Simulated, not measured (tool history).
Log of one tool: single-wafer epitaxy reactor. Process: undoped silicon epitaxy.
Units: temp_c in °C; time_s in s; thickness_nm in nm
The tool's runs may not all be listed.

run,day,temp_c,time_s,thickness_nm
1,0,655,183,33.46
2,0.092,648,183,28.69
3,0.4,648,160,25.13
4,0.733,643,160,22.441
5,1,634,160,18.501
6,1.146,634,139,15.977
7,1.204,640,139,18.297
8,1.288,645,139,20.397
9,1.45,649,139,22.274

The next listed run, before its measurement:
10,1.804,652,139,?

thickness_nm: 23.812 nm
